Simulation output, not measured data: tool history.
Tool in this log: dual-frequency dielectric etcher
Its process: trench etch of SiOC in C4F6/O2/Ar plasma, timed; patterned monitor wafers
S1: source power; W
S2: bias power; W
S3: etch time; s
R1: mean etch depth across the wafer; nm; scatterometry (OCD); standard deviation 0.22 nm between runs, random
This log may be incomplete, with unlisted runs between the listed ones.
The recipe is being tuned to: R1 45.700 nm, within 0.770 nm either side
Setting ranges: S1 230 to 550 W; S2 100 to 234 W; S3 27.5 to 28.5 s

{"run": 1, "hour": 0.0, "S1": 390, "S2": 167, "S3": 27.5, "R1": 53.875}
{"run": 2, "hour": 7.8, "S1": 390, "S2": 167, "S3": 28.5, "R1": 55.868}
{"run": 3, "hour": 11.6, "S1": 390, "S2": 193, "S3": 28.5, "R1": 58.742}
{"run": 4, "hour": 19.3, "S1": 410, "S2": 193, "S3": 28.5, "R1": 59.768}
{"run": 5, "hour": 20.7, "S1": 360, "S2": 175, "S3": 28.5, "R1": 54.736}
{"run": 6, "hour": 24.4, "S1": 320, "S2": 175, "S3": 28.5, "R1": 52.025}
{"run": 7, "hour": 25.7, "S1": 290, "S2": 171, "S3": 28.5, "R1": 49.252}
{"hour": 33.5, "done": "bias power generator calibrated"}
{"run": 8, "hour": 33.5, "S1": 270, "S2": 170, "S3": 28.5, "R1": 46.864}

Which one of the following 5 next-run settings gets every result inside its allowed miss? There is exactly one.
{"run": "A", "hour": 41.3, "S1": 290, "S2": 194, "S3": 28.0, "R1": "?"}
{"run": "B", "hour": 41.3, "S1": 240, "S2": 233, "S3": 28.0, "R1": "?"}
{"run": "C", "hour": 41.3, "S1": 270, "S2": 197, "S3": 28.0, "R1": "?"}
{"run": "D", "hour": 41.3, "S1": 250, "S2": 186, "S3": 28.0, "R1": "?"}
{"run": "E", "hour": 41.3, "S1": 320, "S2": 163, "S3": 27.5, "R1": "?"}

move=A R1=49.315
move=B R1=48.323
move=C R1=47.997
move=D R1=45.376
move=E R1=47.649
A: further off than the last run
B: further off than the last run
C: further off than the last run
D: every result within its allowed miss
E: further off than the last run
So the answer is move D, the one that meets all the targets.

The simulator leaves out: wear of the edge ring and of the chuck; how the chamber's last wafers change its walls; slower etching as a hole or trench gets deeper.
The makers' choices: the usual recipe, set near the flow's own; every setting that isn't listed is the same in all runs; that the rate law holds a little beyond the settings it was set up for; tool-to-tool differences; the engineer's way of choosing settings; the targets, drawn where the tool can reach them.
